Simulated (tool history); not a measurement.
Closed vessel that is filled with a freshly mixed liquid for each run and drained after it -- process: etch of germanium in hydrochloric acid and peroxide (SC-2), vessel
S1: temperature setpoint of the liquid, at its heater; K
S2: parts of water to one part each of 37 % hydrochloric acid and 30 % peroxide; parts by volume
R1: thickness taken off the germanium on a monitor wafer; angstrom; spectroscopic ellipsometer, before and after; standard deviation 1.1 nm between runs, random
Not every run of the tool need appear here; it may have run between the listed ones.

run 1 hour=0 | S1=328.15 S2=11.5 time_in_the_liquid_(s)=85 | R1=2061.4
run 2 hour=9.2 | S1=325.65 S2=11.5 time_in_the_liquid_(s)=85 | R1=1890.9
run 3 hour=17.6 | S1=325.65 S2=11.5 time_in_the_liquid_(s)=90 | R1=2041.4
run 4 hour=22.2 | S1=325.65 S2=11.5 time_in_the_liquid_(s)=90 | R1=2045.4
run 5 hour=28.5 | S1=325.65 S2=11.5 time_in_the_liquid_(s)=85 | R1=1939.8
run 6 hour=36.1 | S1=321.65 S2=11.5 time_in_the_liquid_(s)=85 | R1=1698.8
run 7 hour=42 | S1=320.65 S2=11.5 time_in_the_liquid_(s)=85 | R1=1640.3

Forecast run 8:
run 8 hour=50.1 | S1=320.15 S2=11.5 time_in_the_liquid_(s)=85 | R1=?

Run 8 gave R1 1625.7 angstrom.

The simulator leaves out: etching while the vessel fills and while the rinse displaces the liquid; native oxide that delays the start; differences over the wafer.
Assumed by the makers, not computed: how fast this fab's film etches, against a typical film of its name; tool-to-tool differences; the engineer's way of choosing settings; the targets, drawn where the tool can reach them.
